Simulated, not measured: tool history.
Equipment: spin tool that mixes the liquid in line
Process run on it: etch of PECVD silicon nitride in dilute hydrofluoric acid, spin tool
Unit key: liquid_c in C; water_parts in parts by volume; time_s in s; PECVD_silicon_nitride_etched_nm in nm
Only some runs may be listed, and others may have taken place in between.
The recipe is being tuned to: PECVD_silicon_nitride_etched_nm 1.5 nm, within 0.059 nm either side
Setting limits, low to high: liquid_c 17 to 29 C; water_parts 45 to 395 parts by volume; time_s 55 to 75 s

run	hour	liquid_c	water_parts	time_s	PECVD_silicon_nitride_etched_nm
1	0	21	220	75	1.1421
2	8.7	22.5	220	75	1.2339
3	15.6	22.5	145	75	1.8857
4	23.5	22.5	145	75	1.8895
5	26.7	26	145	75	2.3764
6	33.5	26	100	75	3.4438
7	39	23	110	75	2.5145
8	44.9	21	115	75	2.0825
9	46.8	21	115	75	2.0987
10	49.1	19.5	120	75	1.8344
11	56.4	18.5	120	75	1.6924
12	62.1	18	120	75	1.6322
13	65.4	17.5	120	75	1.6

Pick the move, out of 5, that brings all results within their allowed miss; only one does.
A	68.7	18	115	75	?
B	68.7	18.5	130	75	?
C	68.7	17	115	75	?
D	68.7	17	90	55	?
E	68.7	17.5	115	75	?

move	PECVD_silicon_nitride_etched_nm
A	1.7278
B	1.5875
C	1.6124
D	1.4991
E	1.6692
A: lands further from the targets than the last run did
B: closer than the last run, but not yet in spec
C: lands further from the targets than the last run did
D: each result inside its tolerance
E: lands further from the targets than the last run did
Answer: D

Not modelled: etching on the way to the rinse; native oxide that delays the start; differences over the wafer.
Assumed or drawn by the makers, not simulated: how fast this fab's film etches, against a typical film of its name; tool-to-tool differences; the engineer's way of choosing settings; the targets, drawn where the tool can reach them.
